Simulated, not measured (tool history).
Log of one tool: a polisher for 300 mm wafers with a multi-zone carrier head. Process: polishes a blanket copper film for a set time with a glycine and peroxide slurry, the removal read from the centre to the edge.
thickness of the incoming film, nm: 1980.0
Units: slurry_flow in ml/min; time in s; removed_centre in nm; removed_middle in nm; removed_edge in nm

{"run": 1, "hour": 0.0, "slurry_flow": 230, "centre_zone": 1, "middle_zone": 1, "edge_zone": 1, "time": 48, "removed_centre": 244.9, "removed_middle": 247.55, "removed_edge": 253.47}
{"run": 2, "hour": 8.6, "slurry_flow": 225, "centre_zone": 1.01, "middle_zone": 0.98, "edge_zone": 0.96, "time": 42, "removed_centre": 215.63, "removed_middle": 212.56, "removed_edge": 216.27}
{"run": 3, "hour": 9.7, "slurry_flow": 225, "centre_zone": 1.01, "middle_zone": 0.96, "edge_zone": 0.93, "time": 38, "removed_centre": 194.84, "removed_middle": 187.86, "removed_edge": 190.45}
{"run": 4, "hour": 17.2, "slurry_flow": 230, "centre_zone": 1.01, "middle_zone": 0.94, "edge_zone": 0.91, "time": 35, "removed_centre": 180.59, "removed_middle": 171.83, "removed_edge": 176.4}
{"run": 5, "hour": 24.2, "slurry_flow": 225, "centre_zone": 1.01, "middle_zone": 0.93, "edge_zone": 0.89, "time": 33, "removed_centre": 170.14, "removed_middle": 158.18, "removed_edge": 163.6}
{"run": 6, "hour": 25.1, "slurry_flow": 220, "centre_zone": 1.01, "middle_zone": 0.93, "edge_zone": 0.87, "time": 32, "removed_centre": 164.26, "removed_middle": 156.4, "removed_edge": 157.46}
{"run": 7, "hour": 26.4, "slurry_flow": 215, "centre_zone": 1.01, "middle_zone": 0.92, "edge_zone": 0.86, "time": 31, "removed_centre": 158.51, "removed_middle": 150.18, "removed_edge": 151.6}
{"run": 8, "hour": 33.3, "slurry_flow": 205, "centre_zone": 1.02, "middle_zone": 0.91, "edge_zone": 0.85, "time": 30, "removed_centre": 153.75, "removed_middle": 142.03, "removed_edge": 142.58}
{"run": 9, "hour": 35.3, "slurry_flow": 195, "centre_zone": 1.02, "middle_zone": 0.9, "edge_zone": 0.85, "time": 30, "removed_centre": 152.14, "removed_middle": 139.21, "removed_edge": 142.64}

Forecast run 10:
{"run": 10, "hour": 44.1, "slurry_flow": 185, "centre_zone": 1.02, "middle_zone": 0.9, "edge_zone": 0.84, "time": 30, "removed_centre": "?", "removed_middle": "?", "removed_edge": "?"}

removed_centre: 151.15 nm
removed_middle: 135.9 nm
removed_edge: 142.99 nm
